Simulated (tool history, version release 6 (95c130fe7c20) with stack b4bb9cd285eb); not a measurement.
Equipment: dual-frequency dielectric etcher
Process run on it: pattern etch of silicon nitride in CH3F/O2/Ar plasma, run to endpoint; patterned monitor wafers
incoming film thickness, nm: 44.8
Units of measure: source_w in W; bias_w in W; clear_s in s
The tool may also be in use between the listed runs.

run  hour  source_w  bias_w  clear_s
  1   0.0       300      71   67.116
  2   4.8       300      66   69.040
  3  10.5       300      60   71.463
  4  16.3       280      57   75.571
  5  25.1       260      55   78.165
  6  26.7       240      55   81.902

Predict the results of run 7:
  7  33.5       230      54        ?

clear_s: 85.644 s
